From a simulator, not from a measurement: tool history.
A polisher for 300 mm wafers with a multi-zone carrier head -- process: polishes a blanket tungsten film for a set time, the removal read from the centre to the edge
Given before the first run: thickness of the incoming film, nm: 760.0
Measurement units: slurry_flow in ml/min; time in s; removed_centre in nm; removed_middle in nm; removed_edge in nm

run	day	slurry_flow	centre_zone	middle_zone	edge_zone	slurry_solids	time	removed_centre	removed_middle	removed_edge
1	0	290	1	1	1	1	46	152.78	150.36	152.28
2	0.308	290	1	1	1.03	1	46	150.78	151.24	154.61
3	0.629	290	1	1	1.03	0.85	46	147.99	147.68	149.08
4	0.696	290	1	1	1.03	0.85	40	128.03	129.73	128.39
5	0.804	300	1.04	1	1.03	0.95	42	143.95	136.08	139.37
6	0.921	300	1.04	1	1.03	1.05	42	147.09	140.6	141.66
7	1.05	310	1.07	1	1.04	1.15	44	162.78	149.87	152.88
8	1.362	320	1.09	1	1.05	1.2	45	169.36	153.39	159.63
9	1.454	325	1.11	1	1.04	1.25	47	182.85	158.17	165.07
10	1.767	330	1.12	1.01	1.05	1.3	48	190.24	170.88	170.82
11	1.917	335	1.13	1	1.05	1.35	49	194.01	173.72	179.04
12	2.179	335	1.14	0.99	1.03	1.35	50	203.48	174.46	178.76

What does the tool deliver on the next run?
13	2.212	340	1.15	0.98	1.03	1.4	51	?	?	?

{"run 13": {"removed_centre": 209.9, "removed_middle": 180.81, "removed_edge": 184.32}}
